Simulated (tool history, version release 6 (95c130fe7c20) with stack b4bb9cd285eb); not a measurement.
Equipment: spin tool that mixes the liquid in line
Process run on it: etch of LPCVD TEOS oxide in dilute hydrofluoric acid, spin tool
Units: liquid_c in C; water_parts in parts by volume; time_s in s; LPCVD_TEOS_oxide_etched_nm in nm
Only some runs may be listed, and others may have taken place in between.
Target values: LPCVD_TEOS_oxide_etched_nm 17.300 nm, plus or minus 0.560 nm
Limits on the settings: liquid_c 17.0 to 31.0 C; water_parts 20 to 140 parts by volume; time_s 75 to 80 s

run	hour	liquid_c	water_parts	time_s	LPCVD_TEOS_oxide_etched_nm
1	0.0	23.0	75	75	23.899
2	7.8	22.0	75	75	22.759
3	16.3	21.0	75	75	22.016
4	25.0	21.0	50	75	33.656
5	28.0	20.0	55	75	29.678
6	34.4	19.5	60	75	26.267
7	38.6	19.0	65	75	23.505
8	46.2	18.5	70	75	21.512
9	51.4	18.0	70	75	20.910
10	59.8	17.5	75	75	18.896

Which one of the following 4 next-run settings gets every result inside its allowed miss? There is exactly one.
A	68.2	19.5	80	75	?
B	68.2	17.0	80	80	?
C	68.2	17.0	80	75	?
D	68.2	17.5	80	80	?

move	LPCVD_TEOS_oxide_etched_nm
A	19.403
B	18.622
C	17.458
D	19.023
A: the biggest miss grows against the last run
B: nearer than the last run, and not there yet
C: every result within its allowed miss
D: the biggest miss grows against the last run
Go with C: it meets all targets.

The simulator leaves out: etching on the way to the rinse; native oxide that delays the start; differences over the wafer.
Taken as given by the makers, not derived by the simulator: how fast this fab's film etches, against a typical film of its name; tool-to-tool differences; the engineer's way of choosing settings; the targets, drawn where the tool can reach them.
